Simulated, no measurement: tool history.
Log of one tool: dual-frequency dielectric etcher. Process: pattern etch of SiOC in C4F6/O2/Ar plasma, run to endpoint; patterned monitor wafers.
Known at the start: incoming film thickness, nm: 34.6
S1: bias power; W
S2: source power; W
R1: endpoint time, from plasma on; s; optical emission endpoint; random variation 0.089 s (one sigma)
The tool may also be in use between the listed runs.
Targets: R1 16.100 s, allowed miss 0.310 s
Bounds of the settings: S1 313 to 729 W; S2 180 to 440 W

| run | hour | S1 | S2 | R1 |
|---|---|---|---|---|
| 1 | 0.0 | 521 | 310 | 13.788 |
| 2 | 8.2 | 521 | 340 | 13.165 |
| 3 | 16.9 | 470 | 330 | 14.181 |
| 4 | 25.0 | 470 | 300 | 14.939 |
| 5 | 28.9 | 453 | 300 | 15.316 |
| 6 | 33.5 | 453 | 330 | 14.285 |
| 7 | 38.5 | 349 | 310 | 17.497 |
| 8 | 47.0 | 365 | 310 | 16.939 |
| 9 | 51.9 | 419 | 310 | 15.523 |

5 next moves are on the table. One of them brings every result within its allowed miss. Which?
| A | 56.8 | 378 | 350 | ? |
| B | 56.8 | 375 | 300 | ? |
| C | 56.8 | 402 | 340 | ? |
| D | 56.8 | 367 | 340 | ? |
| E | 56.8 | 416 | 270 | ? |

| move | R1 |
|---|---|
| A | 15.355 |
| B | 16.795 |
| C | 15.061 |
| D | 15.863 |
| E | 16.832 |
A: further off than the last run
B: takes the result that was furthest off past its target
C: further off than the last run
D: meets every target
E: takes the result that was furthest off past its target
The right move is D.
